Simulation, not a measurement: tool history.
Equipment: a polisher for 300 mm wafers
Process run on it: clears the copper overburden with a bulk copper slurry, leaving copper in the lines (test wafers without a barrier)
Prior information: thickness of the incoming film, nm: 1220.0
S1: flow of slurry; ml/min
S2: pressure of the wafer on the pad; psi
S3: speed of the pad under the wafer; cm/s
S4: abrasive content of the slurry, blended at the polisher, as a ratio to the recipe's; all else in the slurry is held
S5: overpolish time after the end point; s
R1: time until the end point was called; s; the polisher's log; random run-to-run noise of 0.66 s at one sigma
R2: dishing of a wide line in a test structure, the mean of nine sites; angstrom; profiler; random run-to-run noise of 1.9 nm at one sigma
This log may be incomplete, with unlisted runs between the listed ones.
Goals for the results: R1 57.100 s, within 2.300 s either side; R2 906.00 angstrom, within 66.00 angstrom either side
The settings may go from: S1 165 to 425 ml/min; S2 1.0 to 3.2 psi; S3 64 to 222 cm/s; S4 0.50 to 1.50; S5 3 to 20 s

run	day	S1	S2	S3	S4	S5	R1	R2
1	0.000	275	2.1	142	1.00	10	101.220	591.74
2	0.304	275	2.1	142	1.15	10	98.293	600.62
3	0.371	275	2.5	144	1.15	10	81.997	716.48
4	0.462	275	2.7	148	1.15	10	74.937	778.62
5	0.838	275	2.7	118	1.15	10	92.594	657.55
6	0.988	275	2.9	132	1.15	10	76.304	758.87
7	1.038	275	3.0	140	1.15	10	69.592	802.49
8	1.175	275	3.1	146	1.15	10	64.006	859.86
9	1.225	275	3.1	150	1.15	10	62.126	860.57
10	1.500	275	3.1	152	1.15	10	63.435	885.68

Which of these 5 next moves meets every target?
A	1.775	355	3.2	160	1.20	7	?	?
B	1.775	295	3.2	150	1.50	10	?	?
C	1.775	245	3.0	162	1.20	12	?	?
D	1.775	245	3.0	168	0.90	11	?	?
E	1.775	305	2.8	146	1.05	12	?	?

move	R1	R2
A	55.730	737.17
B	57.189	905.00
C	60.409	957.43
D	62.150	900.46
E	72.328	857.34
A: brings the last run's worst result on target, with another outside its allowed miss
B: in spec on every target
C: better than the last run, though not everything is in spec
D: better than the last run, though not everything is in spec
E: its largest miss is bigger than the last run's
Answer: B

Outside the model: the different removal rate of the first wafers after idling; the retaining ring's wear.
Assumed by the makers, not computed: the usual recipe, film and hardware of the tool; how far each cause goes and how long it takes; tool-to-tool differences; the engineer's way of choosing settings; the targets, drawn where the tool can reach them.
